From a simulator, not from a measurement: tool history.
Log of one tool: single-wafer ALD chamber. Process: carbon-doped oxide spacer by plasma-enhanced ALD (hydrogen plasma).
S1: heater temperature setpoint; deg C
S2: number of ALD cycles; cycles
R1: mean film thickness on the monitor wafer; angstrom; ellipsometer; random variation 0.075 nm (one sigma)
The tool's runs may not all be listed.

run 1 hour=0.0 | S1=410 S2=539 | R1=276.53
run 2 hour=4.8 | S1=408 S2=549 | R1=282.90
run 3 hour=7.7 | S1=403 S2=549 | R1=288.55
run 4 hour=15.3 | S1=403 S2=519 | R1=272.01
run 5 hour=21.9 | S1=402 S2=531 | R1=279.80
run 6 hour=25.1 | S1=402 S2=490 | R1=256.45
run 7 hour=32.6 | S1=401 S2=504 | R1=265.08
run 8 hour=37.5 | S1=400 S2=517 | R1=274.69

The next listed run, before its measurement:
run 9 hour=45.7 | S1=399 S2=527 | R1=?

{"run 9": {"R1": 279.72}}

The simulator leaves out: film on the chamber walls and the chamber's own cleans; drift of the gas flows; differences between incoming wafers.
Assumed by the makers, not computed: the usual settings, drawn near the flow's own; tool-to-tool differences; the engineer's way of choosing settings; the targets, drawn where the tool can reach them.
